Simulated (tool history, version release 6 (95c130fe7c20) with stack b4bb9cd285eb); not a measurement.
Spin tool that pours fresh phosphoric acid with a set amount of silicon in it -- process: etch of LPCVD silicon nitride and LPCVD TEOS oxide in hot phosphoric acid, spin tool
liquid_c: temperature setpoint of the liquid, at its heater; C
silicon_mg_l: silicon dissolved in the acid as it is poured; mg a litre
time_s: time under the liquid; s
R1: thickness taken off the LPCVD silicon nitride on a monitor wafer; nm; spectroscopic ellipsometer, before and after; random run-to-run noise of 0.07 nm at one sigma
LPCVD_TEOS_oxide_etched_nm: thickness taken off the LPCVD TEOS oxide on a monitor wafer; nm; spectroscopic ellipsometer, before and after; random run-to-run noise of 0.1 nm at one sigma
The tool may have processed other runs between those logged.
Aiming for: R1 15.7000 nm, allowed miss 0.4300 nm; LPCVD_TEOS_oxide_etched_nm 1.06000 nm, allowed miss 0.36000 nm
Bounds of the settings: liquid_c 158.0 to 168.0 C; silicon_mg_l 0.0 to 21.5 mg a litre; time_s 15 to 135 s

Run 1, hour 0.0: liquid_c 163.0 C, silicon_mg_l 9.5 mg a litre, time_s 70 s. Result: R1 8.4389 nm, LPCVD_TEOS_oxide_etched_nm 0.43719 nm.
Run 2, hour 4.7: liquid_c 164.0 C, silicon_mg_l 9.0 mg a litre, time_s 75 s. Result: R1 9.3793 nm, LPCVD_TEOS_oxide_etched_nm 0.56859 nm.
Run 3, hour 10.5: liquid_c 164.0 C, silicon_mg_l 13.0 mg a litre, time_s 75 s. Result: R1 9.3736 nm, LPCVD_TEOS_oxide_etched_nm 0.51102 nm.
Run 4, hour 12.7: liquid_c 164.0 C, silicon_mg_l 18.5 mg a litre, time_s 75 s. Result: R1 9.2659 nm, LPCVD_TEOS_oxide_etched_nm 0.47434 nm.
Run 5, hour 20.4: liquid_c 164.5 C, silicon_mg_l 18.0 mg a litre, time_s 80 s. Result: R1 10.1120 nm, LPCVD_TEOS_oxide_etched_nm 0.46525 nm.
Run 6, hour 27.0: liquid_c 165.0 C, silicon_mg_l 14.5 mg a litre, time_s 85 s. Result: R1 10.8760 nm, LPCVD_TEOS_oxide_etched_nm 0.50527 nm.
At hour 32.6: thermometer replaced.
Run 7, hour 32.6: liquid_c 167.5 C, silicon_mg_l 8.5 mg a litre, time_s 110 s. Result: R1 14.7090 nm, LPCVD_TEOS_oxide_etched_nm 0.88335 nm.
Run 8, hour 39.6: liquid_c 167.5 C, silicon_mg_l 8.0 mg a litre, time_s 110 s. Result: R1 14.5560 nm, LPCVD_TEOS_oxide_etched_nm 0.81370 nm.
Run 9, hour 44.3: liquid_c 167.5 C, silicon_mg_l 6.5 mg a litre, time_s 110 s. Result: R1 14.6350 nm, LPCVD_TEOS_oxide_etched_nm 1.07130 nm.

Exactly one of the 5 candidate moves below puts every result within its allowed miss. Which one?
Run A, hour 49.0: liquid_c 168.0 C, silicon_mg_l 7.0 mg a litre, time_s 100 s. Result: R1 ?, LPCVD_TEOS_oxide_etched_nm ?.
Run B, hour 49.0: liquid_c 168.0 C, silicon_mg_l 5.5 mg a litre, time_s 110 s. Result: R1 ?, LPCVD_TEOS_oxide_etched_nm ?.
Run C, hour 49.0: liquid_c 166.5 C, silicon_mg_l 0.0 mg a litre, time_s 100 s. Result: R1 ?, LPCVD_TEOS_oxide_etched_nm ?.
Run D, hour 49.0: liquid_c 168.0 C, silicon_mg_l 8.0 mg a litre, time_s 115 s. Result: R1 ?, LPCVD_TEOS_oxide_etched_nm ?.
Run E, hour 49.0: liquid_c 168.0 C, silicon_mg_l 7.5 mg a litre, time_s 100 s. Result: R1 ?, LPCVD_TEOS_oxide_etched_nm ?.

move       R1  LPCVD_TEOS_oxide_etched_nm
   A  13.4710                     0.86599
   B  14.8180                     0.98236
   C  12.8300                     0.89113
   D  15.4910                     0.97514
   E  13.4710                     0.85697
A: lands further from the targets than the last run did
B: closer than the last run, but not yet in spec
C: lands further from the targets than the last run did
D: each result inside its tolerance
E: lands further from the targets than the last run did
Go with D: it meets all targets.
